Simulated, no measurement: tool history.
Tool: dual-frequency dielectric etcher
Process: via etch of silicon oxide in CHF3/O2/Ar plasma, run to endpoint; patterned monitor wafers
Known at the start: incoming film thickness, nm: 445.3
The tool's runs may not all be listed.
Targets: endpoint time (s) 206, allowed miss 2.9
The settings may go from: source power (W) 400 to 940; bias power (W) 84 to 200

run 1 hour=0 | source_power_(W)=670 bias_power_(W)=142 | endpoint_time_(s)=229.12
run 2 hour=0.9 | source_power_(W)=670 bias_power_(W)=157 | endpoint_time_(s)=223.61
run 3 hour=9.7 | source_power_(W)=670 bias_power_(W)=143 | endpoint_time_(s)=228.3
run 4 hour=18.1 | source_power_(W)=670 bias_power_(W)=152 | endpoint_time_(s)=225.4
run 5 hour=23.3 | source_power_(W)=670 bias_power_(W)=136 | endpoint_time_(s)=231.7
run 6 hour=32.2 | source_power_(W)=710 bias_power_(W)=137 | endpoint_time_(s)=225.8
run 7 hour=40.7 | source_power_(W)=740 bias_power_(W)=138 | endpoint_time_(s)=222.65
run 8 hour=45.2 | source_power_(W)=770 bias_power_(W)=139 | endpoint_time_(s)=218.39
run 9 hour=51.7 | source_power_(W)=790 bias_power_(W)=140 | endpoint_time_(s)=215.89

Which of these 5 next moves meets every target?
run A hour=58.2 | source_power_(W)=780 bias_power_(W)=132 | endpoint_time_(s)=?
run B hour=58.2 | source_power_(W)=640 bias_power_(W)=138 | endpoint_time_(s)=?
run C hour=58.2 | source_power_(W)=830 bias_power_(W)=154 | endpoint_time_(s)=?
run D hour=58.2 | source_power_(W)=860 bias_power_(W)=169 | endpoint_time_(s)=?
run E hour=58.2 | source_power_(W)=750 bias_power_(W)=136 | endpoint_time_(s)=?

move=A endpoint_time_(s)=219.89
move=B endpoint_time_(s)=234.4
move=C endpoint_time_(s)=205.42
move=D endpoint_time_(s)=197.15
move=E endpoint_time_(s)=221.39
A: further off than the last run
B: further off than the last run
C: meets every target
D: takes the result that was furthest off past its target
E: further off than the last run
Answer: C

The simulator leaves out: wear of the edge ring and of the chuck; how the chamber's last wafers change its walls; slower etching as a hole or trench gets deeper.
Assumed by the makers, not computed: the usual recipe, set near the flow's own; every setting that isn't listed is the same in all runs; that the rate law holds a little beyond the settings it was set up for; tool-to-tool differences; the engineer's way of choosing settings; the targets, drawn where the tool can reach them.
